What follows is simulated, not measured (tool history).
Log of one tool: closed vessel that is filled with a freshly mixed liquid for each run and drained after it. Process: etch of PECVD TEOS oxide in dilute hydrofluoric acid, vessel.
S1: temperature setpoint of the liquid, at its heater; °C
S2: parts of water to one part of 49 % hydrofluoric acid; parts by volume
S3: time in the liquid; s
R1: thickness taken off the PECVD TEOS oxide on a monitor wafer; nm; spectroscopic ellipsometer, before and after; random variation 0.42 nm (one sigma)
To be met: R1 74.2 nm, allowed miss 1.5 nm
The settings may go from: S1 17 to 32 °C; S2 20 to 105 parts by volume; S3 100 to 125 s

{"run": 1, "day": 0.0, "S1": 24, "S2": 55, "S3": 125, "R1": 24.694}
{"run": 2, "day": 0.183, "S1": 21, "S2": 55, "S3": 125, "R1": 21.772}
{"run": 3, "day": 0.446, "S1": 18.5, "S2": 55, "S3": 125, "R1": 19.606}
{"run": 4, "day": 0.617, "S1": 20, "S2": 50, "S3": 125, "R1": 23.55}
{"run": 5, "day": 0.825, "S1": 22, "S2": 50, "S3": 125, "R1": 25.189}
{"run": 6, "day": 1.0, "S1": 22, "S2": 60, "S3": 125, "R1": 20.695}
{"run": 7, "day": 1.071, "S1": 26, "S2": 35, "S3": 125, "R1": 43.121}
{"run": 8, "day": 1.133, "S1": 26, "S2": 35, "S3": 125, "R1": 43.182}
{"run": 9, "day": 1.488, "S1": 30, "S2": 20, "S3": 125, "R1": 91.099}
{"run": 10, "day": 1.517, "S1": 29.5, "S2": 20, "S3": 125, "R1": 89.803}
{"run": 11, "day": 1.675, "S1": 29, "S2": 20, "S3": 125, "R1": 88.054}
{"run": 12, "day": 1.921, "S1": 28.5, "S2": 20, "S3": 125, "R1": 86.295}
{"run": 13, "day": 2.192, "S1": 28, "S2": 20, "S3": 125, "R1": 84.907}
{"run": 14, "day": 2.35, "S1": 27.5, "S2": 20, "S3": 125, "R1": 82.345}
{"run": 15, "day": 2.592, "S1": 27, "S2": 20, "S3": 125, "R1": 80.209}

Which of these 4 next moves meets every target?
{"run": "A", "day": 2.833, "S1": 28.5, "S2": 20, "S3": 125, "R1": "?"}
{"run": "B", "day": 2.833, "S1": 27, "S2": 20, "S3": 120, "R1": "?"}
{"run": "C", "day": 2.833, "S1": 29, "S2": 20, "S3": 125, "R1": "?"}
{"run": "D", "day": 2.833, "S1": 27, "S2": 20, "S3": 115, "R1": "?"}

move=A R1=86.149
move=B R1=77.828
move=C R1=87.899
move=D R1=74.585
A: further off than the last run
B: nearer than the last run, and not there yet
C: further off than the last run
D: meets every target
Move D is the one to make.
